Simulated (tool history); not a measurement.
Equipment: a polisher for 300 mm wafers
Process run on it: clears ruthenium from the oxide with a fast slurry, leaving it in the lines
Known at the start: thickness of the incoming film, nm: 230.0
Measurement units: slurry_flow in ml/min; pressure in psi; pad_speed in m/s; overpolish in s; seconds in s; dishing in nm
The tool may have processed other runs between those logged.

run 1 hour=0 | slurry_flow=145 pressure=3.3 pad_speed=1.02 slurry_solids=1 overpolish=30 | seconds=63.249 dishing=74.222
run 2 hour=5.1 | slurry_flow=145 pressure=3.3 pad_speed=1.16 slurry_solids=1 overpolish=30 | seconds=61.058 dishing=80.843
run 3 hour=5.8 | slurry_flow=145 pressure=3.3 pad_speed=1.16 slurry_solids=1.1 overpolish=30 | seconds=58.054 dishing=83.572
run 4 hour=11.5 | slurry_flow=150 pressure=3.8 pad_speed=1.12 slurry_solids=1.1 overpolish=25 | seconds=52.623 dishing=79.72
run 5 hour=13.4 | slurry_flow=150 pressure=4.3 pad_speed=1.12 slurry_solids=1.1 overpolish=25 | seconds=45.738 dishing=85.396
run 6 hour=18.8 | slurry_flow=150 pressure=4.5 pad_speed=1.14 slurry_solids=1.1 overpolish=21 | seconds=41.834 dishing=77.515

Run 7, settings as shown, results not yet in. Your forecast:
run 7 hour=25.7 | slurry_flow=150 pressure=4.7 pad_speed=1.14 slurry_solids=1.1 overpolish=19 | seconds=? dishing=?

{"run 7": {"seconds": 40.704, "dishing": 78.031}}

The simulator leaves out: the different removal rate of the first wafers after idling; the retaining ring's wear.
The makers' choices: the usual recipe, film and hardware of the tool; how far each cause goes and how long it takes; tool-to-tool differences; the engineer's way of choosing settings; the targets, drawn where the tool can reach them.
